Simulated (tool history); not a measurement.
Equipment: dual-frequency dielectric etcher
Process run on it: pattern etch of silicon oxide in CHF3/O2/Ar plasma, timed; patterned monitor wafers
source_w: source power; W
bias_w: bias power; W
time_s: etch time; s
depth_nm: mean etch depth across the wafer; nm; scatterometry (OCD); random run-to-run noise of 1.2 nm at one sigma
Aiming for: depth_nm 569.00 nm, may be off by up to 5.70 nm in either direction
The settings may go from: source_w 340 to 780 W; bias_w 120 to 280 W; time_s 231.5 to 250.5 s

run,hour,source_w,bias_w,time_s,depth_nm
1,0.0,560,200,250.5,481.98
2,6.9,560,200,250.5,481.69
3,10.0,560,200,250.5,482.18
4,11.8,610,203,250.5,500.27
5,13.5,650,206,250.5,516.66
6,17.9,650,206,231.5,478.47
7,23.1,680,219,232.0,497.49
8,31.3,700,232,232.5,513.58
9,32.2,720,241,233.0,530.48
10,38.7,730,246,233.0,536.10
11,40.6,740,251,233.0,544.44
12,41.6,750,254,233.0,549.36
13,50.4,750,254,233.0,547.75

Which one of the following 5 next-run settings gets every result inside its allowed miss? There is exactly one.
A,59.2,750,259,240.0,?
B,59.2,750,266,241.5,?
C,59.2,700,241,246.5,?
D,59.2,750,258,235.5,?
E,59.2,740,246,234.5,?

move,depth_nm
A,568.46
B,577.61
C,553.29
D,557.01
E,542.21
A: each result inside its tolerance
B: the result that was furthest off in the last run now lies on the other side of its target
C: an improvement on the last run, though not all results are within tolerance
D: an improvement on the last run, though not all results are within tolerance
E: misses by more than the last run did
So the answer is move A, the one that meets all the targets.
